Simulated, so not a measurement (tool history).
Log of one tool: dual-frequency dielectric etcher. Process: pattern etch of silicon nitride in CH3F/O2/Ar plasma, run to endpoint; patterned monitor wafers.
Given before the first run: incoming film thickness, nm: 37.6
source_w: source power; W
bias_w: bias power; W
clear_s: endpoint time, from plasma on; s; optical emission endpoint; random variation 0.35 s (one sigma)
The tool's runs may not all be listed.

run	hour	source_w	bias_w	clear_s
1	0	280	75	65.764
2	7.2	270	72	67.788
3	15.7	260	70	68.704
4	19.4	250	67	70.918
# hour 24.7: bias power generator calibrated
5	24.7	250	79	67.055
6	26.3	240	76	69.16
7	29.7	230	73	70.519

What will run 8 give?
8	36.1	220	70	?

clear_s: 72.046 s
